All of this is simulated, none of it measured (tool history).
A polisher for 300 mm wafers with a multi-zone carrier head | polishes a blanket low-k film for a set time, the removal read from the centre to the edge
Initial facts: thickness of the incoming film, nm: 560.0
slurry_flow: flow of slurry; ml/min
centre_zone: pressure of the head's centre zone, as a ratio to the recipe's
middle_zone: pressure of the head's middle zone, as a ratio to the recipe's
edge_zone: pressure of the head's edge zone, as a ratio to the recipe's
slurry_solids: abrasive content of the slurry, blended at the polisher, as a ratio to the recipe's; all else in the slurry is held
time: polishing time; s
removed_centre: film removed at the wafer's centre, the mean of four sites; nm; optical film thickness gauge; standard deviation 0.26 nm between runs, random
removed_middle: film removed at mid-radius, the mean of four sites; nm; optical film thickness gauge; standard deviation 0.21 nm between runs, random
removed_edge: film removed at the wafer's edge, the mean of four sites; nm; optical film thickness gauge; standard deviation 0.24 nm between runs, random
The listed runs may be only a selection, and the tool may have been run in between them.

{"run": 1, "hour": 0.0, "slurry_flow": 190, "centre_zone": 1, "middle_zone": 1, "edge_zone": 1, "slurry_solids": 1, "time": 31, "removed_centre": 11.169, "removed_middle": 11.589, "removed_edge": 11.059}
{"run": 2, "hour": 3.3, "slurry_flow": 190, "centre_zone": 1, "middle_zone": 0.92, "edge_zone": 1, "slurry_solids": 1, "time": 31, "removed_centre": 11.405, "removed_middle": 10.926, "removed_edge": 11.273}
{"run": 3, "hour": 4.2, "slurry_flow": 190, "centre_zone": 1, "middle_zone": 0.92, "edge_zone": 1, "slurry_solids": 1, "time": 36, "removed_centre": 13.086, "removed_middle": 12.637, "removed_edge": 13.074}
{"run": 4, "hour": 6.2, "slurry_flow": 190, "centre_zone": 1.07, "middle_zone": 0.92, "edge_zone": 1, "slurry_solids": 1, "time": 36, "removed_centre": 14.325, "removed_middle": 12.759, "removed_edge": 13.259}
{"run": 5, "hour": 8.2, "slurry_flow": 190, "centre_zone": 1.07, "middle_zone": 0.92, "edge_zone": 0.96, "slurry_solids": 1, "time": 36, "removed_centre": 13.936, "removed_middle": 12.405, "removed_edge": 12.842}
{"run": 6, "hour": 11.6, "slurry_flow": 190, "centre_zone": 1.07, "middle_zone": 0.92, "edge_zone": 0.96, "slurry_solids": 1, "time": 33, "removed_centre": 12.81, "removed_middle": 11.48, "removed_edge": 12.157}
{"run": 7, "hour": 14.2, "slurry_flow": 195, "centre_zone": 1.08, "middle_zone": 0.94, "edge_zone": 0.97, "slurry_solids": 1.1, "time": 33, "removed_centre": 13.551, "removed_middle": 12.15, "removed_edge": 12.612}
{"run": 8, "hour": 20.5, "slurry_flow": 200, "centre_zone": 1.09, "middle_zone": 0.96, "edge_zone": 0.99, "slurry_solids": 1.2, "time": 33, "removed_centre": 14.125, "removed_middle": 12.694, "removed_edge": 13.058}
{"run": 9, "hour": 26.3, "slurry_flow": 205, "centre_zone": 1.1, "middle_zone": 0.98, "edge_zone": 0.99, "slurry_solids": 1.25, "time": 34, "removed_centre": 14.947, "removed_middle": 13.713, "removed_edge": 13.439}
{"run": 10, "hour": 28.1, "slurry_flow": 205, "centre_zone": 1.1, "middle_zone": 0.98, "edge_zone": 1, "slurry_solids": 1.3, "time": 35, "removed_centre": 16.057, "removed_middle": 14.236, "removed_edge": 13.957}

Forecast run 11:
{"run": 11, "hour": 30.2, "slurry_flow": 205, "centre_zone": 1.08, "middle_zone": 0.98, "edge_zone": 1.01, "slurry_solids": 1.35, "time": 36, "removed_centre": "?", "removed_middle": "?", "removed_edge": "?"}

removed_centre: 16.237 nm
removed_middle: 14.853 nm
removed_edge: 14.767 nm
